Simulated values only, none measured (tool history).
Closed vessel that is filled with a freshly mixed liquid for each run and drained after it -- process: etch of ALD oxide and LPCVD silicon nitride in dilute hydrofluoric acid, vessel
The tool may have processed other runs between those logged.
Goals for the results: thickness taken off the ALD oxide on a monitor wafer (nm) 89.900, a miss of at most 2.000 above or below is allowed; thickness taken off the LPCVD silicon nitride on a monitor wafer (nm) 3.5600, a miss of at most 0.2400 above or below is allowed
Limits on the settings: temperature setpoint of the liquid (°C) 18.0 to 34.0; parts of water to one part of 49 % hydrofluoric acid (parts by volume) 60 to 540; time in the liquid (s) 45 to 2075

| run | hour | temperature setpoint of the liquid (°C) | parts of water to one part of 49 % hydrofluoric acid (parts by volume) | time in the liquid (s) | thickness taken off the ALD oxide on a monitor wafer (nm) | thickness taken off the LPCVD silicon nitride on a monitor wafer (nm) |
|---|---|---|---|---|---|---|
| 1 | 0.0 | 26.0 | 300 | 1060 | 33.930 | 1.7676 |
| 2 | 1.2 | 28.0 | 300 | 1060 | 35.843 | 1.9028 |
| 3 | 2.7 | 28.0 | 275 | 1050 | 40.617 | 2.1308 |
| 4 | 6.7 | 28.0 | 275 | 1350 | 52.510 | 2.7252 |
| 5 | 9.3 | 28.0 | 275 | 1010 | 38.785 | 2.0401 |
| 6 | 17.5 | 28.0 | 250 | 1000 | 43.564 | 2.1633 |
| 7 | 20.5 | 28.0 | 230 | 990 | 48.241 | 2.2765 |
|  | 26.2 | hydrofluoric acid flow meter replaced |
| 8 | 26.2 | 28.5 | 215 | 980 | 61.463 | 2.9213 |
| 9 | 28.9 | 28.5 | 210 | 960 | 62.589 | 2.9183 |

Which one of the following 4 next-run settings gets every result inside its allowed miss? There is exactly one.
| A | 31.6 | 28.0 | 195 | 1345 | ? | ? |
| B | 31.6 | 27.5 | 185 | 1285 | ? | ? |
| C | 31.6 | 25.5 | 120 | 800 | ? | ? |
| D | 31.6 | 32.5 | 285 | 870 | ? | ? |

| move | thickness taken off the ALD oxide on a monitor wafer (nm) | thickness taken off the LPCVD silicon nitride on a monitor wafer (nm) |
|---|---|---|
| A | 93.270 | 4.4034 |
| B | 93.362 | 4.3023 |
| C | 89.975 | 3.6390 |
| D | 43.166 | 2.5141 |
A: pushes the last run's worst result past its target
B: pushes the last run's worst result past its target
C: all results land within tolerance of their targets
D: its largest miss is bigger than the last run's
So the answer is move C, the one that meets all the targets.
